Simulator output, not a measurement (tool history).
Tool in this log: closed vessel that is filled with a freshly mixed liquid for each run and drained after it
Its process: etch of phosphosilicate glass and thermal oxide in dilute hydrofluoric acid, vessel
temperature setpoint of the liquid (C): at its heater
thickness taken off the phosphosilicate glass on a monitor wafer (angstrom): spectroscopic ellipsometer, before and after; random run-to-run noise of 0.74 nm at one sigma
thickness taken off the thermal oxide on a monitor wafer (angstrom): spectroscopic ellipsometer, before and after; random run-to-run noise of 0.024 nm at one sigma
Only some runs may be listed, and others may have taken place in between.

run  hour  temperature setpoint of the liquid (C)  parts of water to one part of 49 % hydrofluoric acid (parts by volume)  time in the liquid (s)  thickness taken off the phosphosilicate glass on a monitor wafer (angstrom)  thickness taken off the thermal oxide on a monitor wafer (angstrom)
  1     0                                      22                                                                      55                      60                                                                       1940.3                                                               56.453
  2   3.9                                      25                                                                      55                      60                                                                       2195.9                                                               63.726
  3   5.9                                      24                                                                      55                      60                                                                       2104.7                                                                61.49
  4   9.2                                      23                                                                      55                      60                                                                       2031.6                                                               58.285
  5    15                                      23                                                                      70                      60                                                                       1569.9                                                               45.558
  6  19.3                                      23                                                                      80                      60                                                                       1349.6                                                               39.388

Run 7 comes next. What will it give?
  7  25.8                                    23.5                                                                      80                      60                                                                            ?                                                                    ?

thickness taken off the phosphosilicate glass on a monitor wafer (angstrom): 1378.9
thickness taken off the thermal oxide on a monitor wafer (angstrom): 40.212

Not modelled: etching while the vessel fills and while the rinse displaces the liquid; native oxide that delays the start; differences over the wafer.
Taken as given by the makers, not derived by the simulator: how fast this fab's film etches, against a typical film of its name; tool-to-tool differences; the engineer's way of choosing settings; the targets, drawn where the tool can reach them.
